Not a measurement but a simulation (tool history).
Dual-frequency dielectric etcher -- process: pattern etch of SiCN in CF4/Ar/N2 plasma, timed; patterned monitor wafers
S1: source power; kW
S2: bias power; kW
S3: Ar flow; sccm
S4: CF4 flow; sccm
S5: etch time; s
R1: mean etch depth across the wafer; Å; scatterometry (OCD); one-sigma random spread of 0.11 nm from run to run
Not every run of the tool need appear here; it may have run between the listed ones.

| run | hour | S1 | S2 | S3 | S4 | S5 | R1 |
|---|---|---|---|---|---|---|---|
| 1 | 0.0 | 0.530 | 0.091 | 95 | 45 | 49 | 500.91 |
| 2 | 0.8 | 0.530 | 0.091 | 95 | 45 | 49 | 501.45 |
| 3 | 4.5 | 0.530 | 0.091 | 95 | 45 | 45 | 463.55 |
| 4 | 9.0 | 0.490 | 0.091 | 95 | 45 | 45 | 426.72 |
| 5 | 15.7 | 0.470 | 0.091 | 95 | 45 | 45 | 405.79 |
| 6 | 20.6 | 0.470 | 0.091 | 95 | 45 | 45 | 406.67 |

Run 7 is up next; what results do you expect?
| 7 | 27.7 | 0.460 | 0.091 | 95 | 45 | 45 | ? |

{"run 7": {"R1": 397.37}}
